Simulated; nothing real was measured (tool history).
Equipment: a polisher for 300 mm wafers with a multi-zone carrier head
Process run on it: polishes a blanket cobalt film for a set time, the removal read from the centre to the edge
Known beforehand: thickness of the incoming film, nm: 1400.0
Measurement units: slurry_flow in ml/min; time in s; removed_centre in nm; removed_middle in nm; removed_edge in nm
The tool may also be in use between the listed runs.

run	hour	slurry_flow	centre_zone	middle_zone	edge_zone	time	removed_centre	removed_middle	removed_edge
1	0.0	285	1.00	1.00	1.00	90	432.93	448.78	446.07
2	2.4	280	0.97	0.97	1.00	89	412.48	428.60	446.97
3	3.8	280	0.97	0.94	1.00	89	415.94	423.27	458.46
4	9.4	280	0.97	0.94	1.00	105	495.41	499.52	526.23
5	11.1	280	0.88	0.94	1.00	105	454.75	503.91	525.83
6	12.9	225	0.88	0.94	1.00	105	447.58	489.96	533.21

Estimate the outcome of run 7 from the log above:
7	18.4	230	0.87	0.92	0.98	101	?	?	?

{"run 7": {"removed_centre": 416.57, "removed_middle": 451.9, "removed_edge": 492.86}}
